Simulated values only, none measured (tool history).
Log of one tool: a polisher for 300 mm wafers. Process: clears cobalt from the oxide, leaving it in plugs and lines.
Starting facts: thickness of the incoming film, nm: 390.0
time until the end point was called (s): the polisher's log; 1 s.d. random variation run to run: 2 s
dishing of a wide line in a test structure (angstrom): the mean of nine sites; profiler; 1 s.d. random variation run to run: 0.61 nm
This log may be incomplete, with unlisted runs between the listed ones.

run,hour,flow of slurry (ml/min),pressure of the wafer on the pad (kPa),speed of the pad under the wafer (m/s),overpolish time after the end point (s),time until the end point was called (s),dishing of a wide line in a test structure (angstrom)
1,0,240,16.5,0.86,10,98.942,305.08
2,0.5,240,16.5,0.98,10,87.243,332.31
3,7.3,240,15.9,0.98,11,88.745,348.03
4,9.6,240,15.2,0.98,12,94.404,358.48
# hour 13.1: worn pad replaced by a new one
5,13.1,240,14.5,0.98,12,88.606,370.32
6,19.6,195,14.5,0.98,12,95.341,350.33
7,22.9,195,13.8,0.98,12,93.186,354.54
8,29.2,195,13.1,0.96,12,103.14,335.73
9,35.7,195,12.4,0.96,12,108.61,323.03
10,39.3,195,12.4,0.96,12,107.92,315.42

Predict the results of run 11:
11,44.5,195,12.4,0.96,13,?,?

time until the end point was called (s): 105.75
dishing of a wide line in a test structure (angstrom): 337.6
